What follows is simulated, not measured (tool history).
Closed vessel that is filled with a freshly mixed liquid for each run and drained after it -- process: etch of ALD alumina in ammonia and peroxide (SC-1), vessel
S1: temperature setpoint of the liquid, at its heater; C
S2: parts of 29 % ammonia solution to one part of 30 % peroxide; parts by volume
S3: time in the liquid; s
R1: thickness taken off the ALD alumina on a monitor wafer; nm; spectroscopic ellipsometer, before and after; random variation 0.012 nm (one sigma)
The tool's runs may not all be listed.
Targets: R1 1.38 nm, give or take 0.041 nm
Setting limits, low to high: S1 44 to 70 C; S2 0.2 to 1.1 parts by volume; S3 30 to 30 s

| run | hour | S1 | S2 | S3 | R1 |
|---|---|---|---|---|---|
| 1 | 0 | 60 | 0.6 | 30 | 2.2747 |
| 2 | 4.6 | 60 | 0.45 | 30 | 2.2526 |
| 3 | 11.2 | 60 | 0.45 | 30 | 2.2355 |
| 4 | 15.5 | 60 | 0.45 | 30 | 2.2386 |
| 5 | 16.6 | 65 | 0.45 | 30 | 2.8799 |
| 6 | 20.1 | 58.5 | 0.45 | 30 | 2.081 |
| 7 | 22.7 | 58.5 | 0.45 | 30 | 2.0657 |
| 8 | 24.3 | 57 | 0.45 | 30 | 1.9029 |
| 9 | 28.5 | 57 | 0.45 | 30 | 1.9117 |
| 10 | 37 | 56 | 0.45 | 30 | 1.7882 |
| 11 | 44 | 55 | 0.45 | 30 | 1.7232 |

Exactly one of the 5 candidate moves below puts every result within its allowed miss. Which one?
| A | 51 | 56.5 | 0.5 | 30 | ? |
| B | 51 | 50.5 | 0.65 | 30 | ? |
| C | 51 | 48 | 0.5 | 30 | ? |
| D | 51 | 49.5 | 0.35 | 30 | ? |
| E | 51 | 49.5 | 0.4 | 30 | ? |

| move | R1 |
|---|---|
| A | 1.9039 |
| B | 1.4143 |
| C | 1.2013 |
| D | 1.262 |
| E | 1.2781 |
A: misses by more than the last run did
B: in spec on every target
C: carries the result that was furthest off beyond its target, to the other side
D: carries the result that was furthest off beyond its target, to the other side
E: carries the result that was furthest off beyond its target, to the other side
The move that meets every target is B.

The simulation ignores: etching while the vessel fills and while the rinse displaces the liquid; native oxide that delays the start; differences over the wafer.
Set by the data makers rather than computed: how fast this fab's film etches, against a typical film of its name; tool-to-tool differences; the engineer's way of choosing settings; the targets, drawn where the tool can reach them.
